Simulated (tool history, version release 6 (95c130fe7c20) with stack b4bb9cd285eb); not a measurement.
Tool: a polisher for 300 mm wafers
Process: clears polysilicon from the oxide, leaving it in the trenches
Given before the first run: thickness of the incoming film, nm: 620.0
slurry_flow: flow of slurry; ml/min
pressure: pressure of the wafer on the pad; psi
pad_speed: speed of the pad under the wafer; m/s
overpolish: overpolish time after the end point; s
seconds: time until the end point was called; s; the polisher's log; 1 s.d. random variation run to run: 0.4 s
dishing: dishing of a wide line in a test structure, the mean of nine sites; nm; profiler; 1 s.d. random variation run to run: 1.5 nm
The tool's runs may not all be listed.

run  hour  slurry_flow  pressure  pad_speed  overpolish  seconds  dishing
  1   0.0          290       2.6       1.28          11   40.684   66.046
  2   3.4          290       2.9       1.30          10   37.120   65.702
  3   4.7          290       2.9       1.30           7   36.679   58.949
  4   7.2          290       2.9       1.30          11   36.327   67.738
  5  11.0          290       2.9       1.30           8   37.540   62.152
  6  17.4          290       2.9       1.30          11   37.065   65.041
  7  18.4          290       3.1       1.32          12   34.752   67.235
  8  25.8          290       3.3       1.36          12   32.180   66.457

Forecast run 9:
  9  32.7          290       3.4       1.40          12        ?        ?

Logged for run 9: seconds 30.243 s, dishing 69.484 nm.
